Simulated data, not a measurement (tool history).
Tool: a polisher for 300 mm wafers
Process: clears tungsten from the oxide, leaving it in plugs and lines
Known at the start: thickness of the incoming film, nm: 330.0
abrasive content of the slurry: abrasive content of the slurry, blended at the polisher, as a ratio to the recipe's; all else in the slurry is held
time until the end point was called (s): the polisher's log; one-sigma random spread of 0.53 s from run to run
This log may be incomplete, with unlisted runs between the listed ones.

| run | hour | flow of slurry (ml/min) | pressure of the wafer on the pad (psi) | speed of the pad under the wafer (cm/s) | abrasive content of the slurry | overpolish time after the end point (s) | time until the end point was called (s) |
|---|---|---|---|---|---|---|---|
| 1 | 0 | 140 | 2.6 | 124 | 1 | 4 | 83.875 |
| 2 | 2.2 | 140 | 2.6 | 106 | 1 | 4 | 96.024 |
| 3 | 7.5 | 145 | 3 | 106 | 1 | 4 | 83.509 |
| 4 | 14.5 | 145 | 3 | 106 | 0.8 | 4 | 86.81 |
|  | 18.9 | head pressure recalibrated |
| 5 | 18.9 | 145 | 3 | 106 | 0.8 | 4 | 81.202 |
| 6 | 24.2 | 145 | 3 | 82 | 0.8 | 4 | 104.18 |
| 7 | 31.7 | 150 | 3.3 | 90 | 0.8 | 4 | 86.82 |

Estimate the outcome of run 8 from the log above:
| 8 | 32.8 | 155 | 3.5 | 98 | 0.8 | 4 | ? |

time until the end point was called (s): 75.316
